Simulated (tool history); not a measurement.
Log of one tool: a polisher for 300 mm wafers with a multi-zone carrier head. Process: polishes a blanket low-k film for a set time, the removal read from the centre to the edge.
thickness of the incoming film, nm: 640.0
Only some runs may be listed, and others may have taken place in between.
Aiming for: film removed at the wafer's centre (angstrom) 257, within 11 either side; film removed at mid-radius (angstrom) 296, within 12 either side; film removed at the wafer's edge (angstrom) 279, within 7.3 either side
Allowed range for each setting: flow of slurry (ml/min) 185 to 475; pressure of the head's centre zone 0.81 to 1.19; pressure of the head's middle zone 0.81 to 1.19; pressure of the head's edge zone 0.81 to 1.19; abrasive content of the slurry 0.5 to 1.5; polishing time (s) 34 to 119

run  hour  flow of slurry (ml/min)  pressure of the head's centre zone  pressure of the head's middle zone  pressure of the head's edge zone  abrasive content of the slurry  polishing time (s)  film removed at the wafer's centre (angstrom)  film removed at mid-radius (angstrom)  film removed at the wafer's edge (angstrom)
  1     0                      305                                   1                                   1                                 1                               1                  76                                         428.73                                 425.67                                       424.42
  2   7.4                      255                                   1                                   1                                 1                               1                  76                                         405.61                                 403.49                                        413.4
  3  10.7                      255                                0.99                                   1                              0.98                            0.95                  75                                         401.16                                 387.56                                       398.76
  4  14.7                      255                                1.04                                   1                              0.98                            0.95                  75                                         416.82                                 393.61                                       398.21
  5    19                      315                                1.04                                   1                              0.98                            0.95                  75                                         428.75                                 395.16                                       405.21
  6  26.7                      315                                1.04                                   1                              0.98                             0.8                  75                                         373.59                                 358.85                                       359.93
  7  29.3                      315                                1.02                                   1                              0.97                            0.75                  75                                         351.06                                  337.9                                        339.7
  8  31.6                      290                                0.92                                1.03                              0.87                             0.7                  75                                         300.55                                 326.34                                       305.75
  9  33.3                      290                                0.91                                1.03                              0.87                             0.7                  75                                         292.27                                 321.72                                       304.59

Exactly one of the 4 candidate moves below puts every result within its allowed miss. Which one?
  A    35                      340                                0.89                                1.05                              0.96                            0.55                  78                                              ?                                      ?                                            ?
  B    35                      330                                0.85                                1.01                              0.84                             0.8                  62                                              ?                                      ?                                            ?
  C    35                      340                                0.89                                1.05                              0.81                             0.7                  66                                              ?                                      ?                                            ?
  D    35                      300                                0.81                                   1                              0.97                            0.85                  63                                              ?                                      ?                                            ?

move  film removed at the wafer's centre (angstrom)  film removed at mid-radius (angstrom)  film removed at the wafer's edge (angstrom)
   A                                         238.33                                 268.27                                       261.07
   B                                         257.35                                 294.73                                       278.16
   C                                         258.02                                 290.49                                       261.64
   D                                         258.29                                 308.45                                       313.96
A: the result that was furthest off in the last run now lies on the other side of its target
B: hits every target within its allowed miss
C: the result that was furthest off in the last run now lies on the other side of its target
D: misses by more than the last run did
Answer: B
